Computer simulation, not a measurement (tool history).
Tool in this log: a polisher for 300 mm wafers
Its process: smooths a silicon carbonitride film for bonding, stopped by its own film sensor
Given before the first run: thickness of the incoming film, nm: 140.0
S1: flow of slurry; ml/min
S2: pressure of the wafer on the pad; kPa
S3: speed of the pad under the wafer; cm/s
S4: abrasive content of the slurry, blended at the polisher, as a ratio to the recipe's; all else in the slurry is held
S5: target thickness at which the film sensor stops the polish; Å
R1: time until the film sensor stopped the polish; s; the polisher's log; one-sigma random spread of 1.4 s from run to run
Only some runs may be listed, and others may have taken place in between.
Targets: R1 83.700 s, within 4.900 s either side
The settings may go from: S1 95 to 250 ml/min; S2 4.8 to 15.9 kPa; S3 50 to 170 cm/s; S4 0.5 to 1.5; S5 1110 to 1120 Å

run    day   S1    S2   S3   S4    S5       R1
  1  0.000  160  10.3  110  1.0  1120  128.830
  2  0.108  160   9.0  110  1.0  1120  147.400
  3  0.312  160  10.3  110  1.0  1120  128.770
  4  0.446  160  11.0  112  1.0  1120  123.560
  5  0.750  135  11.0  112  1.0  1120  121.260
  6  1.092  135  11.0  138  1.0  1120  103.580
  7  1.171  135  11.7  140  1.0  1120   94.377
  8  1.312  135  12.4  142  1.0  1120   88.660

Exercise: of the 5 proposed moves below, exactly one satisfies all targets within the stated allowed misses. Which move is it?
  A  1.454  125  11.7  136  1.0  1120   ?
  B  1.454  135  11.7  152  0.9  1110   ?
  C  1.454  140  12.4  166  0.5  1110   ?
  D  1.454   95  13.1  162  1.0  1120   ?
  E  1.454  125  11.7  156  1.0  1110   ?

move      R1
   A  98.733
   B  94.682
   C  96.711
   D  83.151
   E  91.629
A: moves away from the targets compared with the last run
B: moves away from the targets compared with the last run
C: moves away from the targets compared with the last run
D: all results land within tolerance of their targets
E: moves away from the targets compared with the last run
The right move is D.
